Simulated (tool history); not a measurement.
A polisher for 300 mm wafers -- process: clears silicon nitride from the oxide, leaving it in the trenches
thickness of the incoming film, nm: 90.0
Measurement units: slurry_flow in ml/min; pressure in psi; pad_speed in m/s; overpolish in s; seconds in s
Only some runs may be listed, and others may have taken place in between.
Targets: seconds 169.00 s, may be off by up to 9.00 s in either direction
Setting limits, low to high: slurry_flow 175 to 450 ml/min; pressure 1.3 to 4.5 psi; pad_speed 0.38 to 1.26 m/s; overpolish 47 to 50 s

| run | day | slurry_flow | pressure | pad_speed | overpolish | seconds |
|---|---|---|---|---|---|---|
| 1 | 0.000 | 290 | 2.9 | 0.82 | 47 | 123.53 |
| 2 | 0.212 | 320 | 2.9 | 0.82 | 47 | 120.38 |
| 3 | 0.458 | 315 | 2.6 | 0.82 | 47 | 134.18 |
| 4 | 0.550 | 315 | 2.6 | 1.02 | 47 | 109.73 |
| 5 | 0.788 | 360 | 2.6 | 1.02 | 47 | 110.90 |
| 6 | 0.833 | 360 | 2.3 | 1.00 | 47 | 123.36 |
| 7 | 0.917 | 360 | 2.0 | 0.98 | 47 | 145.12 |
| 8 | 0.967 | 360 | 1.9 | 0.98 | 47 | 149.31 |
| 9 | 1.150 | 360 | 1.8 | 0.98 | 47 | 157.31 |

Consider the 5 candidate settings below. Which is the only one whose results all fall within their allowed miss of target?
| A | 1.333 | 295 | 1.6 | 0.92 | 47 | ? |
| B | 1.333 | 345 | 1.9 | 1.04 | 47 | ? |
| C | 1.333 | 355 | 1.8 | 1.04 | 47 | ? |
| D | 1.333 | 410 | 1.6 | 1.02 | 49 | ? |
| E | 1.333 | 355 | 2.0 | 0.92 | 47 | ? |

| move | seconds |
|---|---|
| A | 186.11 |
| B | 141.63 |
| C | 148.20 |
| D | 165.34 |
| E | 150.57 |
A: takes the biggest miss from the last run beyond its target
B: the biggest miss grows against the last run
C: the biggest miss grows against the last run
D: every result within its allowed miss
E: the biggest miss grows against the last run
The move that meets every target is D.
